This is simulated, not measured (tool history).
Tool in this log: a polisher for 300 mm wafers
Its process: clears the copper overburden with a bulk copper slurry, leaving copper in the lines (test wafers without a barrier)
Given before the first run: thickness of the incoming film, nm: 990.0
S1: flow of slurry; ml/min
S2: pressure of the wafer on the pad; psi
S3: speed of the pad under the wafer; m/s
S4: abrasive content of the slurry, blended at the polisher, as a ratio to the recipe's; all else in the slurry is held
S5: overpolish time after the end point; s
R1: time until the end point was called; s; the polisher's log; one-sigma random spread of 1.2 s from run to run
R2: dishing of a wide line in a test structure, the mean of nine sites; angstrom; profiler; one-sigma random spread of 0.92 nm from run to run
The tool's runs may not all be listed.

| run | day | S1 | S2 | S3 | S4 | S5 | R1 | R2 |
|---|---|---|---|---|---|---|---|---|
| 1 | 0.000 | 225 | 2.8 | 1.20 | 1.0 | 24 | 101.80 | 828.55 |
| 2 | 0.146 | 190 | 2.8 | 1.20 | 1.0 | 24 | 103.03 | 827.76 |
| 3 | 0.312 | 190 | 2.7 | 1.20 | 1.0 | 23 | 108.97 | 786.21 |
| 4 | 0.588 | 190 | 2.0 | 1.20 | 1.0 | 23 | 141.69 | 670.41 |
| 5 | 0.817 | 190 | 2.0 | 1.48 | 1.0 | 23 | 119.63 | 709.50 |
| 6 | 1.058 | 190 | 1.9 | 1.48 | 1.0 | 24 | 127.60 | 707.84 |
| 7 | 1.383 | 180 | 1.5 | 1.48 | 1.0 | 23 | 158.17 | 604.92 |

Predict the results of run 8:
| 8 | 1.617 | 185 | 1.5 | 1.48 | 1.0 | 24 | ? | ? |

R1: 159.54 s
R2: 631.57 angstrom
